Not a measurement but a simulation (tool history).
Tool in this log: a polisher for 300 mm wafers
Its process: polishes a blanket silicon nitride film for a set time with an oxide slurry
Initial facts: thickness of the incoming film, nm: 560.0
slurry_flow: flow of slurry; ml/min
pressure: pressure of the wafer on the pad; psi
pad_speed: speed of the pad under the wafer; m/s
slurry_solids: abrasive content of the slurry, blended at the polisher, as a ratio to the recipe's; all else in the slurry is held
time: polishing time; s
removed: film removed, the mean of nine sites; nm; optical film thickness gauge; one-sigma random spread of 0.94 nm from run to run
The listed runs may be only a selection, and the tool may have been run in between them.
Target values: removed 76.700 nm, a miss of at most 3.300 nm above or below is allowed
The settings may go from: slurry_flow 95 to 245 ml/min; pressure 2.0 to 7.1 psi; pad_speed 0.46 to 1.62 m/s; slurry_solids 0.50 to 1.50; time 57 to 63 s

run	hour	slurry_flow	pressure	pad_speed	slurry_solids	time	removed
1	0.0	155	4.5	1.04	1.00	63	56.628
2	1.1	155	4.5	1.04	1.00	57	49.955
3	3.3	160	5.0	1.04	1.00	57	56.808
4	4.4	160	5.4	1.04	1.00	57	61.226
5	11.6	160	5.7	1.04	1.00	57	66.252
6	18.6	160	5.9	1.04	1.00	57	67.106
7	22.0	165	6.1	1.04	1.00	57	70.564
8	28.1	165	6.2	1.04	1.00	57	70.527
9	36.8	165	6.3	1.04	1.00	57	72.675

Below are 5 possible settings for the next run. Only one of them brings all results inside the allowed miss of their targets. Which is it?
A	45.5	160	6.2	1.00	0.95	58	?
B	45.5	175	4.8	1.20	1.20	57	?
C	45.5	150	5.1	1.32	0.85	57	?
D	45.5	150	6.9	0.80	1.25	63	?
E	45.5	200	6.9	0.86	1.05	57	?

move	removed
A	68.043
B	67.160
C	65.070
D	75.649
E	70.960
A: its largest miss is bigger than the last run's
B: its largest miss is bigger than the last run's
C: its largest miss is bigger than the last run's
D: each result inside its tolerance
E: its largest miss is bigger than the last run's
Go with D: it meets all targets.
